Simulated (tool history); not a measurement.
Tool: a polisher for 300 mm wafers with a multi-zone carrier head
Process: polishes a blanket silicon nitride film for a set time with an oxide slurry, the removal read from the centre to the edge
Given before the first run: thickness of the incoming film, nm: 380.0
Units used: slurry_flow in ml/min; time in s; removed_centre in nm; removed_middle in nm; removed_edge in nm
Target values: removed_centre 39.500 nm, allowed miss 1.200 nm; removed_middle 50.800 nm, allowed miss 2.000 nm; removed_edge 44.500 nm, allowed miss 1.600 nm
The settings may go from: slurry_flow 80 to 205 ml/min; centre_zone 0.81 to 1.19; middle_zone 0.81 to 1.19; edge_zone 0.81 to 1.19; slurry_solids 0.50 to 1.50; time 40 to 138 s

run 1 hour=0.0 | slurry_flow=135 centre_zone=1.00 middle_zone=1.00 edge_zone=1.00 slurry_solids=1.00 time=88 | removed_centre=73.460 removed_middle=72.029 removed_edge=73.386
run 2 hour=1.6 | slurry_flow=135 centre_zone=1.00 middle_zone=1.06 edge_zone=1.00 slurry_solids=1.00 time=88 | removed_centre=71.331 removed_middle=79.029 removed_edge=72.540
run 3 hour=5.1 | slurry_flow=125 centre_zone=0.95 middle_zone=1.06 edge_zone=0.96 slurry_solids=0.85 time=83 | removed_centre=58.316 removed_middle=66.549 removed_edge=60.307
run 4 hour=10.1 | slurry_flow=145 centre_zone=0.95 middle_zone=1.06 edge_zone=0.96 slurry_solids=0.85 time=83 | removed_centre=60.145 removed_middle=67.082 removed_edge=61.952
run 5 hour=14.8 | slurry_flow=145 centre_zone=0.95 middle_zone=1.01 edge_zone=0.96 slurry_solids=0.85 time=83 | removed_centre=59.777 removed_middle=64.785 removed_edge=61.124
run 6 hour=21.6 | slurry_flow=120 centre_zone=0.95 middle_zone=1.01 edge_zone=0.96 slurry_solids=0.85 time=83 | removed_centre=56.835 removed_middle=62.676 removed_edge=58.997
run 7 hour=27.9 | slurry_flow=110 centre_zone=0.90 middle_zone=1.00 edge_zone=0.92 slurry_solids=0.80 time=83 | removed_centre=51.382 removed_middle=56.496 removed_edge=56.014
run 8 hour=29.2 | slurry_flow=110 centre_zone=0.82 middle_zone=1.10 edge_zone=0.83 slurry_solids=0.55 time=78 | removed_centre=33.404 removed_middle=43.613 removed_edge=37.408
run 9 hour=34.5 | slurry_flow=130 centre_zone=0.82 middle_zone=1.10 edge_zone=0.87 slurry_solids=0.55 time=78 | removed_centre=34.437 removed_middle=47.249 removed_edge=40.222
run 10 hour=35.3 | slurry_flow=130 centre_zone=0.82 middle_zone=1.10 edge_zone=0.87 slurry_solids=0.55 time=78 | removed_centre=33.865 removed_middle=47.299 removed_edge=39.962
run 11 hour=36.3 | slurry_flow=145 centre_zone=0.84 middle_zone=1.08 edge_zone=0.88 slurry_solids=0.55 time=78 | removed_centre=35.802 removed_middle=47.511 removed_edge=40.190
run 12 hour=39.8 | slurry_flow=145 centre_zone=0.86 middle_zone=1.08 edge_zone=0.91 slurry_solids=0.55 time=78 | removed_centre=37.537 removed_middle=47.380 removed_edge=41.085
run 13 hour=46.4 | slurry_flow=150 centre_zone=0.86 middle_zone=1.09 edge_zone=0.94 slurry_solids=0.55 time=78 | removed_centre=37.459 removed_middle=47.949 removed_edge=42.434
run 14 hour=47.0 | slurry_flow=155 centre_zone=0.87 middle_zone=1.10 edge_zone=0.95 slurry_solids=0.55 time=78 | removed_centre=38.302 removed_middle=49.510 removed_edge=42.184
run 15 hour=53.9 | slurry_flow=155 centre_zone=0.87 middle_zone=1.10 edge_zone=0.97 slurry_solids=0.55 time=78 | removed_centre=38.417 removed_middle=48.999 removed_edge=42.801

Exercise: of the 5 proposed moves below, exactly one satisfies all targets within the stated allowed misses. Which move is it?
run A hour=60.8 | slurry_flow=155 centre_zone=0.86 middle_zone=1.11 edge_zone=0.97 slurry_solids=0.60 time=75 | removed_centre=? removed_middle=? removed_edge=?
run B hour=60.8 | slurry_flow=140 centre_zone=0.83 middle_zone=1.08 edge_zone=0.96 slurry_solids=0.60 time=76 | removed_centre=? removed_middle=? removed_edge=?
run C hour=60.8 | slurry_flow=140 centre_zone=0.93 middle_zone=1.03 edge_zone=1.00 slurry_solids=0.55 time=77 | removed_centre=? removed_middle=? removed_edge=?
run D hour=60.8 | slurry_flow=180 centre_zone=0.83 middle_zone=1.19 edge_zone=0.89 slurry_solids=0.55 time=78 | removed_centre=? removed_middle=? removed_edge=?
run E hour=60.8 | slurry_flow=145 centre_zone=0.87 middle_zone=1.11 edge_zone=1.02 slurry_solids=0.55 time=75 | removed_centre=? removed_middle=? removed_edge=?

move=A removed_centre=39.858 removed_middle=49.265 removed_edge=43.886
move=B removed_centre=38.032 removed_middle=47.748 removed_edge=43.601
move=C removed_centre=40.189 removed_middle=43.196 removed_edge=41.932
move=D removed_centre=38.380 removed_middle=52.013 removed_edge=41.559
move=E removed_centre=36.937 removed_middle=45.201 removed_edge=41.417
A: meets every target
B: meets the target for the result that was furthest off, but another lies outside its allowed miss
C: its largest miss is bigger than the last run's
D: its largest miss is bigger than the last run's
E: its largest miss is bigger than the last run's
The right move is A.
